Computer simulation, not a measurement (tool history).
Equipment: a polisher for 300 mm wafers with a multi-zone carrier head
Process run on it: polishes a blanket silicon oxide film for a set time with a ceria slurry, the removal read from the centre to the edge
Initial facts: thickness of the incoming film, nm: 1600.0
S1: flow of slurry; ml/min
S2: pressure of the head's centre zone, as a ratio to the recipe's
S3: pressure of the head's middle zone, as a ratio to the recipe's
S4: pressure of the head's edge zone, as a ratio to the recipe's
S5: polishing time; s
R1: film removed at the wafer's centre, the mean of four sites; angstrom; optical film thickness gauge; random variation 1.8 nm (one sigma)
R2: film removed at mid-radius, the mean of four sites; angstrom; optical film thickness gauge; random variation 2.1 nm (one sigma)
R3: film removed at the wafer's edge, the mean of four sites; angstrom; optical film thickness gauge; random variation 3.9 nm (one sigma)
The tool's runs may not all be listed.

run,hour,S1,S2,S3,S4,S5,R1,R2,R3
1,0,145,1,1,1,63,2649.8,2642.2,2719.2
2,7,135,0.98,0.98,1.01,63,2585.2,2646.3,2759.2
3,8.8,130,0.96,0.95,1.01,62,2489.8,2445.9,2674.6
4,16.6,130,0.96,0.95,0.94,62,2484.2,2509.4,2602.5
5,19.3,125,0.94,0.94,0.95,62,2423.5,2423.5,2582.4
6,25.5,125,0.94,0.99,0.95,62,2411.6,2508.2,2538.4
7,26.4,120,0.92,0.98,0.97,62,2373.1,2519.8,2653.1
8,28,115,0.91,0.97,0.97,62,2331.6,2487.9,2613.2
9,32,110,0.9,0.96,0.97,62,2305.1,2389.5,2590.1

What will run 10 give?
10,38.8,105,0.89,0.96,0.98,62,?,?,?

{"run 10": {"R1": 2256.3, "R2": 2366.3, "R3": 2563.7}}
